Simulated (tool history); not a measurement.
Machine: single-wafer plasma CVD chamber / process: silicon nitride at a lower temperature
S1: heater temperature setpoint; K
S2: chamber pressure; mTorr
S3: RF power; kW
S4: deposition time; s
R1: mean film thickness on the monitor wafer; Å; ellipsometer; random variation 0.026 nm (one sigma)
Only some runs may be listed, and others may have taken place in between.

run	hour	S1	S2	S3	S4	R1
1	0.0	608.15	1370	0.330	12.5	149.27
2	7.3	608.15	1310	0.320	12.5	144.97
3	11.2	608.15	1260	0.310	12.5	140.43
4	15.1	608.15	1260	0.270	12.5	129.77
5	20.5	614.15	1260	0.270	12.5	129.11
6	25.1	614.15	1260	0.270	12.9	133.52
7	29.5	614.15	1220	0.265	12.9	131.18
8	30.9	614.15	1180	0.260	12.9	127.91
9	33.6	614.15	1150	0.260	12.9	126.72
10	37.4	614.15	1120	0.260	12.9	125.26
11	40.4	614.15	1100	0.260	12.9	124.46
12	41.8	614.15	1080	0.260	12.9	123.74
13	47.1	614.15	1060	0.260	12.9	123.24
14	54.1	614.15	1040	0.260	12.9	121.87
15	58.6	614.15	1020	0.260	12.9	121.07
16	60.9	614.15	1010	0.260	12.9	120.09
17	64.5	614.15	1000	0.260	12.9	119.25
18	70.7	614.15	990	0.260	12.9	119.33
19	78.8	614.15	880	0.255	12.9	111.26
20	87.6	614.15	890	0.255	12.9	112.49
21	95.8	614.15	1010	0.260	12.9	120.14
22	103.8	614.15	1000	0.260	12.9	119.73
23	106.5	614.15	990	0.260	12.9	119.62

Forecast run 24:
24	114.9	614.15	980	0.260	12.9	?

For run 24 the tool returned R1 118.47 Å.
